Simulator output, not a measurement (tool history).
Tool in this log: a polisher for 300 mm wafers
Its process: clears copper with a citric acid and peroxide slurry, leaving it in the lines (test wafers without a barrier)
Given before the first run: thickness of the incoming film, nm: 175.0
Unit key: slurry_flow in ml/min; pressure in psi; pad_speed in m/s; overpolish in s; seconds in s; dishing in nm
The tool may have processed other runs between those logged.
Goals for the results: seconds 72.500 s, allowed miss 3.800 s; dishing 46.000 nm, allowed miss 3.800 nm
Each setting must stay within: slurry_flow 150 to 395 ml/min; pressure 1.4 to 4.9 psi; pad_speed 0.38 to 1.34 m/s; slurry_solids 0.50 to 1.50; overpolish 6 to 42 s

run 1 hour=0.0 | slurry_flow=250 pressure=3.1 pad_speed=0.86 slurry_solids=1.00 overpolish=21 | seconds=98.819 dishing=24.763
run 2 hour=6.8 | slurry_flow=250 pressure=3.2 pad_speed=0.86 slurry_solids=1.00 overpolish=22 | seconds=96.492 dishing=25.987
run 3 hour=15.6 | slurry_flow=225 pressure=3.2 pad_speed=0.86 slurry_solids=1.00 overpolish=22 | seconds=96.069 dishing=27.149
run 4 hour=22.0 | slurry_flow=225 pressure=3.2 pad_speed=0.86 slurry_solids=1.15 overpolish=22 | seconds=97.140 dishing=27.109
run 5 hour=29.3 | slurry_flow=225 pressure=2.5 pad_speed=0.86 slurry_solids=1.15 overpolish=22 | seconds=124.720 dishing=20.863
run 6 hour=31.0 | slurry_flow=225 pressure=2.7 pad_speed=0.86 slurry_solids=1.15 overpolish=23 | seconds=111.990 dishing=24.889
run 7 hour=36.5 | slurry_flow=225 pressure=2.8 pad_speed=0.86 slurry_solids=1.15 overpolish=23 | seconds=108.430 dishing=26.491
run 8 hour=43.2 | slurry_flow=225 pressure=2.9 pad_speed=0.86 slurry_solids=1.15 overpolish=23 | seconds=103.630 dishing=25.314
run 9 hour=51.6 | slurry_flow=225 pressure=3.0 pad_speed=0.86 slurry_solids=1.15 overpolish=24 | seconds=98.985 dishing=28.219
run 10 hour=56.0 | slurry_flow=225 pressure=3.1 pad_speed=0.86 slurry_solids=1.15 overpolish=25 | seconds=99.903 dishing=29.082

Pick the move, out of 4, that brings all results within their allowed miss; only one does.
run A hour=60.4 | slurry_flow=195 pressure=2.5 pad_speed=0.82 slurry_solids=1.15 overpolish=24 | seconds=? dishing=?
run B hour=60.4 | slurry_flow=240 pressure=3.7 pad_speed=1.00 slurry_solids=1.15 overpolish=30 | seconds=? dishing=?
run C hour=60.4 | slurry_flow=195 pressure=3.0 pad_speed=1.16 slurry_solids=1.30 overpolish=26 | seconds=? dishing=?
run D hour=60.4 | slurry_flow=315 pressure=3.1 pad_speed=0.76 slurry_solids=1.00 overpolish=20 | seconds=? dishing=?

move=A seconds=130.730 dishing=22.295
move=B seconds=72.743 dishing=47.095
move=C seconds=77.824 dishing=38.722
move=D seconds=111.100 dishing=22.019
A: moves away from the targets compared with the last run
B: all results land within tolerance of their targets
C: closes in on the targets versus the last run, not all within tolerance yet
D: moves away from the targets compared with the last run
The move that meets every target is B.
